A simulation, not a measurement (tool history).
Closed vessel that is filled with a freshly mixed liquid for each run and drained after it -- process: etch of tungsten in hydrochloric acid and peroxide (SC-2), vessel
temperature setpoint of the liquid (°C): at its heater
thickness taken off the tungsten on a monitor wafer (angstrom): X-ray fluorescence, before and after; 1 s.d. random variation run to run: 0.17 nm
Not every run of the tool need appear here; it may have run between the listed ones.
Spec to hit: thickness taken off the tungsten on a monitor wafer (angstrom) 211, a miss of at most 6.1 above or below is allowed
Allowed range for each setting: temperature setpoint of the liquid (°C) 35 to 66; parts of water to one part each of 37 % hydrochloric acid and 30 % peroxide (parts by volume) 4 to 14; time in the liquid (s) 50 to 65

run,hour,temperature setpoint of the liquid (°C),parts of water to one part each of 37 % hydrochloric acid and 30 % peroxide (parts by volume),time in the liquid (s),thickness taken off the tungsten on a monitor wafer (angstrom)
1,0,50,7.5,65,239.41
2,4.8,49.5,7.5,65,233.91
3,13,49,7.5,65,225.23
4,14.4,44.5,7.5,65,164.02
5,23.3,44.5,7.5,65,164.12
6,24.6,44.5,9,65,143.23
7,32.7,51.5,9,65,227.89
8,34.1,51,9,65,221

Exercise: of the 5 proposed moves below, exactly one satisfies all targets within the stated allowed misses. Which move is it?
A,35.5,54.5,11.5,65,?
B,35.5,53.5,10,65,?
C,35.5,51.5,8.5,65,?
D,35.5,50.5,9,65,?
E,35.5,54,10,60,?

move,thickness taken off the tungsten on a monitor wafer (angstrom)
A,227.33
B,239.63
C,240.17
D,214.55
E,228.53
A: its largest miss is bigger than the last run's
B: its largest miss is bigger than the last run's
C: its largest miss is bigger than the last run's
D: each result inside its tolerance
E: its largest miss is bigger than the last run's
Answer: D

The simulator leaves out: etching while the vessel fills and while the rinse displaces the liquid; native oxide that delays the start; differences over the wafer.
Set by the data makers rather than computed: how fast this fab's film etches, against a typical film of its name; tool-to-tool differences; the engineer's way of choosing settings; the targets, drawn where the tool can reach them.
